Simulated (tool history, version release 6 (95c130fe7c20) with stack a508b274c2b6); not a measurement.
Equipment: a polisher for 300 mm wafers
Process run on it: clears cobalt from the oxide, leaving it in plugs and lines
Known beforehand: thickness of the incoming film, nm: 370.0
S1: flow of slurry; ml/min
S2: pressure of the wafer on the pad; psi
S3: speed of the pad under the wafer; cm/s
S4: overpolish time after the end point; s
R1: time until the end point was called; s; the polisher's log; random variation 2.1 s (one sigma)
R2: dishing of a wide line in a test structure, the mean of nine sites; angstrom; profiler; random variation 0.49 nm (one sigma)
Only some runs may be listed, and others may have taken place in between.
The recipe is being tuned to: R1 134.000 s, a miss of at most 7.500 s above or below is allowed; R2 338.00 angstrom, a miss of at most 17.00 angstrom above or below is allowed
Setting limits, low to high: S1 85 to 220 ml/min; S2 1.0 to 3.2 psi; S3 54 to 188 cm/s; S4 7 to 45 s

run 1 day=0.000 | S1=140 S2=2.1 S3=120 S4=23 | R1=68.741 R2=419.09
run 2 day=0.296 | S1=160 S2=2.1 S3=120 S4=23 | R1=66.952 R2=424.92
run 3 day=0.354 | S1=190 S2=2.1 S3=120 S4=23 | R1=65.850 R2=425.44
run 4 day=0.521 | S1=190 S2=1.9 S3=120 S4=23 | R1=68.656 R2=406.69
run 5 day=0.796 | S1=190 S2=1.9 S3=120 S4=29 | R1=72.223 R2=429.58
run 6 day=1.033 | S1=190 S2=1.9 S3=102 S4=29 | R1=82.613 R2=420.39
run 7 day=1.283 | S1=190 S2=1.7 S3=98 S4=27 | R1=90.616 R2=409.44
run 8 day=1.521 | S1=190 S2=1.6 S3=92 S4=24 | R1=99.085 R2=381.71
run 9 day=1.725 | S1=190 S2=1.6 S3=92 S4=24 | R1=97.113 R2=372.45
run 10 day=1.992 | S1=190 S2=1.5 S3=90 S4=24 | R1=105.130 R2=367.85
run 11 day=2.138 | S1=185 S2=1.0 S3=88 S4=18 | R1=140.270 R2=287.76
run 12 day=2.442 | S1=185 S2=1.0 S3=86 S4=20 | R1=143.000 R2=299.32
run 13 day=2.575 | S1=185 S2=1.0 S3=84 S4=21 | R1=141.180 R2=310.71
run 14 day=2.717 | S1=185 S2=1.0 S3=84 S4=22 | R1=142.500 R2=317.10

Exercise: of the 4 proposed moves below, exactly one satisfies all targets within the stated allowed misses. Which move is it?
run A day=2.858 | S1=140 S2=1.1 S3=88 S4=24 | R1=? R2=?
run B day=2.858 | S1=160 S2=1.0 S3=86 S4=17 | R1=? R2=?
run C day=2.858 | S1=190 S2=1.0 S3=74 S4=23 | R1=? R2=?
run D day=2.858 | S1=220 S2=1.2 S3=62 S4=23 | R1=? R2=?

move=A R1=131.480 R2=332.27
move=B R1=139.210 R2=268.63
move=C R1=152.960 R2=302.72
move=D R1=153.450 R2=302.28
A: in spec on every target
B: its largest miss is bigger than the last run's
C: its largest miss is bigger than the last run's
D: its largest miss is bigger than the last run's
The right move is A.

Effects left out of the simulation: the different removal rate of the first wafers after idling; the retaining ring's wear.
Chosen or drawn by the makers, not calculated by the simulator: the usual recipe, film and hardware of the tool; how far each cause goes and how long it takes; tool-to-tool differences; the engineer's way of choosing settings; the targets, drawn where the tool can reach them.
